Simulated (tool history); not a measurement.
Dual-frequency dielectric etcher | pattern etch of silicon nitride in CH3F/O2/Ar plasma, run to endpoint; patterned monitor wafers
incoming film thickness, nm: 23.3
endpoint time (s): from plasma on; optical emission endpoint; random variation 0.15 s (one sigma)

Run 1, hour 0.0: source power (W) 400, bias power (W) 85. Result: endpoint time (s) 30.561.
Run 2, hour 2.4: source power (W) 400, bias power (W) 78. Result: endpoint time (s) 31.147.
Run 3, hour 3.4: source power (W) 350, bias power (W) 70. Result: endpoint time (s) 35.318.
Run 4, hour 12.1: source power (W) 350, bias power (W) 63. Result: endpoint time (s) 36.621.
Run 5, hour 17.7: source power (W) 350, bias power (W) 72. Result: endpoint time (s) 34.998.
Run 6, hour 20.8: source power (W) 350, bias power (W) 66. Result: endpoint time (s) 35.851.
Run 7, hour 29.1: source power (W) 350, bias power (W) 66. Result: endpoint time (s) 35.972.
Run 8, hour 38.0: source power (W) 320, bias power (W) 66. Result: endpoint time (s) 37.910.
Run 9, hour 41.3: source power (W) 310, bias power (W) 66. Result: endpoint time (s) 39.043.
Run 10, hour 48.0: source power (W) 300, bias power (W) 66. Result: endpoint time (s) 39.890.
Run 11, hour 52.9: source power (W) 270, bias power (W) 66. Result: endpoint time (s) 43.265.

Run 12 comes next. What will it give?
Run 12, hour 60.2: source power (W) 280, bias power (W) 66. Result: endpoint time (s) ?.

Run 12 gave endpoint time (s) 41.951.
